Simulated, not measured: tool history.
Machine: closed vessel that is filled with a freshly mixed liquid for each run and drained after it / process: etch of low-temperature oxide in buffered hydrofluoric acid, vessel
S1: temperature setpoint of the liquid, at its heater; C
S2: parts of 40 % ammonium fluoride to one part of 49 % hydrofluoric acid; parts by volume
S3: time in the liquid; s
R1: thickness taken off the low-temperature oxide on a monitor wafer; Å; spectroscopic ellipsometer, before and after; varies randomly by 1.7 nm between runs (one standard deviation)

| run | hour | S1 | S2 | S3 | R1 |
|---|---|---|---|---|---|
| 1 | 0 | 22 | 20.5 | 100 | 3053.6 |
| 2 | 6 | 24 | 20.5 | 100 | 3364.9 |
| 3 | 11.1 | 24 | 22.5 | 100 | 3156.4 |
| 4 | 13 | 24 | 22.5 | 110 | 3441.6 |
| 5 | 17.1 | 24 | 22.5 | 100 | 3156.4 |
| 6 | 26 | 24 | 18 | 100 | 3844.8 |
| 7 | 27.2 | 22.5 | 18.5 | 100 | 3421.6 |
| 8 | 33.6 | 21.5 | 18.5 | 100 | 3226.1 |

Expected results for the next run?
| 9 | 41.6 | 20.5 | 18.5 | 100 | ? |

{"run 9": {"R1": 3066.4}}
